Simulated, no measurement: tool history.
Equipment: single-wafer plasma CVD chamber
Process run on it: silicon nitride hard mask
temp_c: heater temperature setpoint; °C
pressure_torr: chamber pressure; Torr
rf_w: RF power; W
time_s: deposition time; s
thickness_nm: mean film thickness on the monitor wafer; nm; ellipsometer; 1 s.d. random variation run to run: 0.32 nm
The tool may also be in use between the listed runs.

| run | day | temp_c | pressure_torr | rf_w | time_s | thickness_nm |
|---|---|---|---|---|---|---|
| 1 | 0.000 | 385 | 1.75 | 370 | 44.4 | 58.552 |
| 2 | 0.058 | 385 | 1.75 | 370 | 42.2 | 55.564 |
| 3 | 0.425 | 385 | 1.80 | 380 | 42.4 | 58.063 |
| 4 | 0.550 | 385 | 1.86 | 385 | 42.5 | 59.615 |
| 5 | 0.738 | 385 | 1.92 | 390 | 42.5 | 60.348 |
| 6 | 1.000 | 379 | 1.92 | 390 | 42.5 | 60.628 |
| 7 | 1.062 | 379 | 1.97 | 395 | 42.6 | 62.002 |
| 8 | 1.150 | 379 | 2.01 | 400 | 42.6 | 63.106 |
| 9 | 1.496 | 379 | 2.05 | 405 | 42.6 | 63.481 |
| 10 | 1.596 | 379 | 2.08 | 410 | 42.7 | 65.238 |
| 11 | 1.958 | 379 | 2.11 | 410 | 42.7 | 65.295 |
| 12 | 2.058 | 379 | 2.14 | 410 | 42.7 | 65.860 |

For run 13, what comes out?
| 13 | 2.346 | 379 | 2.16 | 410 | 42.7 | ? |

Run 13 yielded thickness_nm 65.578 nm.

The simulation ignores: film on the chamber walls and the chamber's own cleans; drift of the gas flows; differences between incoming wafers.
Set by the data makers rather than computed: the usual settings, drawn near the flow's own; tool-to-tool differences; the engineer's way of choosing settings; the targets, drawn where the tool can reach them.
